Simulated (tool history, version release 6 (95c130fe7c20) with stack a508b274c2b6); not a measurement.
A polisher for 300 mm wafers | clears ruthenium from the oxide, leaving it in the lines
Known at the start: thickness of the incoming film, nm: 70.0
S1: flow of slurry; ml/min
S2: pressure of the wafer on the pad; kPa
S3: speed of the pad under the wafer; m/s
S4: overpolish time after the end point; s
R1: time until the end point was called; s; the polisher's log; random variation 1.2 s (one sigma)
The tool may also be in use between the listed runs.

run	day	S1	S2	S3	S4	R1
1	0	190	10.3	0.94	4	89.759
2	0.196	190	10.3	0.94	4	85.982
3	0.488	190	11	0.94	4	84.129
4	0.821	225	11	0.94	4	80.454
5	0.979	225	11.7	0.94	4	80.501
6	1.15	225	11.7	0.94	4	77.333

The next listed run, before its measurement:
7	1.279	225	12.4	0.94	4	?

R1: 74.237 s

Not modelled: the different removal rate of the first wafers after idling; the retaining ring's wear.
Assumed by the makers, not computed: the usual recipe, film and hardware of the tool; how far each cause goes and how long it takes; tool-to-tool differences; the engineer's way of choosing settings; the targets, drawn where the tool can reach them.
